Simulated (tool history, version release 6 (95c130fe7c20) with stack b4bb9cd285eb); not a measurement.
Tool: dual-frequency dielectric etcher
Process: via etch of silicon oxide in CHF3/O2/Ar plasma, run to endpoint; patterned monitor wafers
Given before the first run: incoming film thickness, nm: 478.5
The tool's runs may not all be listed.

run,hour,source power (W),bias power (W),endpoint time (s)
1,0.0,460,223,267.86
2,1.4,470,224,264.12
3,10.4,540,224,252.89
4,12.7,550,225,251.90
5,19.1,560,226,249.93
6,21.1,490,226,261.27
7,29.8,490,226,259.60

Estimate the outcome of run 8 from the log above:
8,38.6,500,227,?

Run 8 measured endpoint time (s) 257.94.

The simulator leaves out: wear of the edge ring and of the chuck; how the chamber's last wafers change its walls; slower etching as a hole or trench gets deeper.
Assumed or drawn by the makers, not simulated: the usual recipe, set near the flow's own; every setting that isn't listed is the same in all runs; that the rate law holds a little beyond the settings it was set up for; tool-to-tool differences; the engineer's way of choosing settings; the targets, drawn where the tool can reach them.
